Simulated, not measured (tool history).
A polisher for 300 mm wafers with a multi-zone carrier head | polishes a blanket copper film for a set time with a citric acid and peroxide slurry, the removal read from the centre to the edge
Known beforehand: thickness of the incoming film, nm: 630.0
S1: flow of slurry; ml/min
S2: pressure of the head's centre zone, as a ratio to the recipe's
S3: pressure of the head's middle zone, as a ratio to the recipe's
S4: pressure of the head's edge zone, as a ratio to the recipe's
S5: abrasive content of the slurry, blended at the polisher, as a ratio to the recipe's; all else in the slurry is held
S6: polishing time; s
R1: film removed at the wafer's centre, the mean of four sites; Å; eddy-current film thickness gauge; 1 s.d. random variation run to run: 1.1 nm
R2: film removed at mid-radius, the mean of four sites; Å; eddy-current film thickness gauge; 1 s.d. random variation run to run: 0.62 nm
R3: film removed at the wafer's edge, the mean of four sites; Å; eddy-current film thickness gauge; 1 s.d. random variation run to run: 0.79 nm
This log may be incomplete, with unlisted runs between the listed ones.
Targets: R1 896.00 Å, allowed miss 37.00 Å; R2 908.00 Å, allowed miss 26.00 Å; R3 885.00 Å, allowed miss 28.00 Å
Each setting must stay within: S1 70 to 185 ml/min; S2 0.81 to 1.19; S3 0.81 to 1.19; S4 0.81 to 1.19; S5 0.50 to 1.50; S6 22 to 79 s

{"run": 1, "hour": 0.0, "S1": 120, "S2": 1.0, "S3": 1.0, "S4": 1.0, "S5": 1.0, "S6": 50, "R1": 1124.2, "R2": 1138.9, "R3": 1093.5}
{"run": 2, "hour": 1.6, "S1": 120, "S2": 1.0, "S3": 1.0, "S4": 1.0, "S5": 0.9, "S6": 50, "R1": 1091.9, "R2": 1104.4, "R3": 1068.2}
{"run": 3, "hour": 10.0, "S1": 120, "S2": 0.97, "S3": 1.0, "S4": 1.0, "S5": 0.9, "S6": 50, "R1": 1070.7, "R2": 1100.4, "R3": 1069.7}
{"run": 4, "hour": 12.3, "S1": 120, "S2": 0.97, "S3": 1.0, "S4": 1.0, "S5": 1.0, "S6": 50, "R1": 1086.2, "R2": 1135.4, "R3": 1098.7}
{"run": 5, "hour": 17.2, "S1": 115, "S2": 0.96, "S3": 0.99, "S4": 0.98, "S5": 0.95, "S6": 50, "R1": 1038.7, "R2": 1101.7, "R3": 1080.8}
{"run": 6, "hour": 24.1, "S1": 115, "S2": 0.96, "S3": 0.94, "S4": 0.98, "S5": 0.95, "S6": 50, "R1": 1046.2, "R2": 1061.3, "R3": 1058.9}
{"run": 7, "hour": 30.4, "S1": 110, "S2": 0.96, "S3": 0.93, "S4": 0.96, "S5": 0.9, "S6": 50, "R1": 1018.7, "R2": 1025.2, "R3": 1019.6}
{"run": 8, "hour": 31.3, "S1": 105, "S2": 0.96, "S3": 0.92, "S4": 0.94, "S5": 0.9, "S6": 50, "R1": 995.83, "R2": 998.72, "R3": 1005.7}
{"run": 9, "hour": 35.3, "S1": 100, "S2": 0.96, "S3": 0.92, "S4": 0.92, "S5": 0.9, "S6": 50, "R1": 984.38, "R2": 985.31, "R3": 993.78}
{"run": 10, "hour": 41.7, "S1": 100, "S2": 0.96, "S3": 0.92, "S4": 0.9, "S5": 0.85, "S6": 50, "R1": 980.7, "R2": 977.01, "R3": 969.56}
{"run": 11, "hour": 45.4, "S1": 95, "S2": 0.96, "S3": 0.92, "S4": 0.89, "S5": 0.85, "S6": 50, "R1": 948.74, "R2": 950.15, "R3": 950.91}
{"run": 12, "hour": 54.3, "S1": 95, "S2": 0.96, "S3": 0.92, "S4": 0.88, "S5": 0.85, "S6": 50, "R1": 961.81, "R2": 952.34, "R3": 948.8}
{"run": 13, "hour": 56.0, "S1": 90, "S2": 0.96, "S3": 0.92, "S4": 0.87, "S5": 0.85, "S6": 50, "R1": 947.95, "R2": 935.92, "R3": 943.41}
{"run": 14, "hour": 62.0, "S1": 90, "S2": 0.96, "S3": 0.92, "S4": 0.86, "S5": 0.85, "S6": 50, "R1": 924.58, "R2": 940.64, "R3": 919.0}

Of the 4 settings listed for the next run, only one would bring every result within its allowed miss of target. Which one?
{"run": "A", "hour": 68.0, "S1": 75, "S2": 0.95, "S3": 0.88, "S4": 0.87, "S5": 0.75, "S6": 56, "R1": "?", "R2": "?", "R3": "?"}
{"run": "B", "hour": 68.0, "S1": 80, "S2": 0.92, "S3": 0.99, "S4": 0.84, "S5": 1.15, "S6": 48, "R1": "?", "R2": "?", "R3": "?"}
{"run": "C", "hour": 68.0, "S1": 140, "S2": 0.92, "S3": 0.91, "S4": 0.89, "S5": 0.8, "S6": 44, "R1": "?", "R2": "?", "R3": "?"}
{"run": "D", "hour": 68.0, "S1": 90, "S2": 0.92, "S3": 0.87, "S4": 0.91, "S5": 0.75, "S6": 53, "R1": "?", "R2": "?", "R3": "?"}

move=A R1=926.78 R2=908.55 R3=950.63
move=B R1=898.33 R2=996.29 R3=920.93
move=C R1=880.40 R2=890.17 R3=864.63
move=D R1=914.75 R2=905.81 R3=955.85
A: meets the target for the result that was furthest off, but another lies outside its allowed miss
B: further off than the last run
C: meets every target
D: meets the target for the result that was furthest off, but another lies outside its allowed miss
Answer: C

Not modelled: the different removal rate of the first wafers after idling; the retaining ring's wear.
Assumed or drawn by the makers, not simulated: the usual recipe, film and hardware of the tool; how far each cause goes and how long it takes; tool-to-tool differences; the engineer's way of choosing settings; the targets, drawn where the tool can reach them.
